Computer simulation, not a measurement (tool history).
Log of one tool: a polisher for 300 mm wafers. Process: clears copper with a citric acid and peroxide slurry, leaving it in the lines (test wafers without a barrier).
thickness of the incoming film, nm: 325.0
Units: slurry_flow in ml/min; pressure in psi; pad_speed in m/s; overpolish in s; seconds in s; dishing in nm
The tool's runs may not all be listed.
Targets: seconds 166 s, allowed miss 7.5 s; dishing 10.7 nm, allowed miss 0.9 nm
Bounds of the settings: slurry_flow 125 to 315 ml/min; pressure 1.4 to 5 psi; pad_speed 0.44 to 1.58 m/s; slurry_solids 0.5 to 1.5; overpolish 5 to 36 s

run	hour	slurry_flow	pressure	pad_speed	slurry_solids	overpolish	seconds	dishing
1	0	205	3.2	1	1	18	152.44	26.605
2	3	205	3.2	1	1.2	18	149.19	26.561
3	7.9	255	3.2	1	1.2	18	144.72	27.522
4	11	255	3.2	1	1.2	13	144.66	20.995
5	16.5	255	3	1.02	1.3	11	144.24	18.044
6	21.2	240	3	1.02	1.3	11	149.82	17.686
7	22.4	295	2.1	1.06	1.3	5	178.39	7.511
8	31.2	290	2.2	1.06	1.3	6	174.01	8.6787

4 next moves are on the table. One of them brings every result within its allowed miss. Which?
A	40	315	1.6	1.36	1.5	5	?	?
B	40	265	2.1	1.14	1.35	7	?	?
C	40	285	1.9	1.06	1.4	5	?	?
D	40	315	1.6	1.22	1.3	5	?	?

move	seconds	dishing
A	160.43	8.3322
B	166.31	11.093
C	187.66	7.194
D	182.94	7.3568
A: further off than the last run
B: meets every target
C: further off than the last run
D: further off than the last run
Move B is the one to make.

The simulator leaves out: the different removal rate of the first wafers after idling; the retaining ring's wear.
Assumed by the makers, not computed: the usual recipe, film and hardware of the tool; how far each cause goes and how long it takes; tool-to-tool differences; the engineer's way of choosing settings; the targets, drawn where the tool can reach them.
